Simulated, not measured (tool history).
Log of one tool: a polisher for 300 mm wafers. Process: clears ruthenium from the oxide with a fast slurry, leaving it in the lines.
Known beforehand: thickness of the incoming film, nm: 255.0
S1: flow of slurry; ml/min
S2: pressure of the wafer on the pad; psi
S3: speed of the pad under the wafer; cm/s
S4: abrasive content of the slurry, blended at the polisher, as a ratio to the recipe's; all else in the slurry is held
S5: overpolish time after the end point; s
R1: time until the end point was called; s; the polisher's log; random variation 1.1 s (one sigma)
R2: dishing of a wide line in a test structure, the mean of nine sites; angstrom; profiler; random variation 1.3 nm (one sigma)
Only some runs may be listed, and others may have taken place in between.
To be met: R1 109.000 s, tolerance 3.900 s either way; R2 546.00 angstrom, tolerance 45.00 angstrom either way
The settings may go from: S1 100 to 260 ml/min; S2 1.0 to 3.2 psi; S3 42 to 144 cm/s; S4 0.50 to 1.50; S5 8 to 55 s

run,hour,S1,S2,S3,S4,S5,R1,R2
1,0.0,165,2.1,92,1.00,28,89.612,667.20
2,8.6,165,2.1,92,0.85,28,91.934,646.11
3,12.6,165,2.1,92,1.00,28,87.125,712.15
4,19.8,165,2.1,108,1.00,28,75.130,788.98
5,22.0,165,2.1,108,1.00,33,75.700,908.39
6,28.4,120,2.1,108,1.00,33,80.926,845.98
7,32.5,120,1.9,108,1.00,31,88.274,725.76
8,34.4,115,1.8,108,1.00,30,94.301,708.35
9,37.3,120,1.5,106,1.00,23,113.540,457.94
10,41.3,125,1.5,106,1.00,24,111.500,487.53
11,42.3,125,1.5,106,1.00,25,110.490,496.24

Which single option among these 5 for the next run brings every result within its allowed miss of target? Just one does.
A,43.3,125,1.6,114,0.95,31,?,?
B,43.3,175,1.3,118,1.00,27,?,?
C,43.3,100,1.6,114,0.90,33,?,?
D,43.3,105,1.9,102,1.00,24,?,?
E,43.3,140,1.8,106,0.80,31,?,?

move,R1,R2
A,100.610,683.41
B,109.300,564.79
C,108.870,673.99
D,97.351,563.78
E,99.387,690.55
A: moves the result that the last run missed by most past its target, out the other side
B: in spec on every target
C: moves the result that the last run missed by most past its target, out the other side
D: the worst result of the last run now meets its target, but another is out of spec
E: moves the result that the last run missed by most past its target, out the other side
Answer: B
